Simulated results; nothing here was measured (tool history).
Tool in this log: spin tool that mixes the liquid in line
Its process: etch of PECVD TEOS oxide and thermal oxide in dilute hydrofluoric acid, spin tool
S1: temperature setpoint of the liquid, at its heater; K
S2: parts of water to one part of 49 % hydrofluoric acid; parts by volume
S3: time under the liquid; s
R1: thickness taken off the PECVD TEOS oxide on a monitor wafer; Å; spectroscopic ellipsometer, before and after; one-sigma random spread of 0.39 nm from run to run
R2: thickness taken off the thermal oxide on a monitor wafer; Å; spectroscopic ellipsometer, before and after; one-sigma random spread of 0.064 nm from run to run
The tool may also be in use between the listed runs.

run	hour	S1	S2	S3	R1	R2
1	0	295.15	70	80	239	45.646
2	0.7	293.65	70	80	226.01	43.269
3	7.3	290.65	70	80	197.38	37.728
4	12.7	290.65	80	80	170.55	32.491
5	14.7	290.65	80	55	117.03	22.468
6	21.2	290.65	80	80	171.42	33.09
7	27.5	292.65	75	80	197.09	38.609
8	28.9	294.65	70	80	231.98	44.751
9	34.3	296.15	65	80	267.1	51.665
10	35.7	297.15	60	80	309.15	58.312
11	42.3	298.15	60	80	320.61	59.977

Estimate the outcome of run 12 from the log above:
12	48.4	298.65	55	80	?	?

Run 12 measured R1 360.35 Å, R2 69.009 Å.
